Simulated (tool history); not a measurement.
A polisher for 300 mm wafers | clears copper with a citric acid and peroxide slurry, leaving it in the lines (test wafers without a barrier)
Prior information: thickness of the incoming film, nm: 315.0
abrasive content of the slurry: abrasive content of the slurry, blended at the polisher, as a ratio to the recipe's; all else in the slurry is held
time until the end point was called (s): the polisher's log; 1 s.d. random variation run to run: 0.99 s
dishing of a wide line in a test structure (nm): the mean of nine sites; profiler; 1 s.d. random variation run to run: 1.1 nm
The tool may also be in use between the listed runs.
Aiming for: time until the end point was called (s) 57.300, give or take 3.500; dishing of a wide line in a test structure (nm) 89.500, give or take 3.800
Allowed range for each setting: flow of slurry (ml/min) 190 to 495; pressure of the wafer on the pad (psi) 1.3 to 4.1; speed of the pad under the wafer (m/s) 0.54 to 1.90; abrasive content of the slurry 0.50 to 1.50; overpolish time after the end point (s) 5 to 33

run,day,flow of slurry (ml/min),pressure of the wafer on the pad (psi),speed of the pad under the wafer (m/s),abrasive content of the slurry,overpolish time after the end point (s),time until the end point was called (s),dishing of a wide line in a test structure (nm)
1,0.000,320,2.7,1.22,1.00,17,111.770,33.207
2,0.112,320,2.7,1.22,1.00,23,109.040,44.115
3,0.383,370,2.7,1.22,1.00,23,108.580,43.678
4,0.750,370,2.7,1.22,1.15,23,105.910,44.653
5,0.812,370,3.1,1.22,1.15,23,91.582,49.545
6,0.962,370,3.2,1.28,1.15,24,84.221,56.198
7,1.050,370,3.9,1.44,1.15,27,63.672,79.704
8,1.408,370,3.9,1.46,1.15,27,62.948,80.294
9,1.592,370,3.9,1.46,1.15,27,60.491,80.057
10,1.671,370,4.0,1.48,1.15,28,59.403,82.985

5 next moves are on the table. One of them brings every result within its allowed miss. Which?
A,1.750,390,4.1,1.44,1.30,29,?,?
B,1.750,345,3.8,1.60,1.10,25,?,?
C,1.750,395,4.1,1.42,1.20,23,?,?
D,1.750,440,4.1,1.74,1.10,22,?,?
E,1.750,385,4.1,1.84,0.95,24,?,?

move,time until the end point was called (s),dishing of a wide line in a test structure (nm)
A,57.817,86.667
B,57.965,76.883
C,59.306,71.272
D,48.957,79.821
E,47.614,86.921
A: all results land within tolerance of their targets
B: lands further from the targets than the last run did
C: lands further from the targets than the last run did
D: lands further from the targets than the last run did
E: the worst result of the last run now meets its target, but another is out of spec
Move A is the one to make.
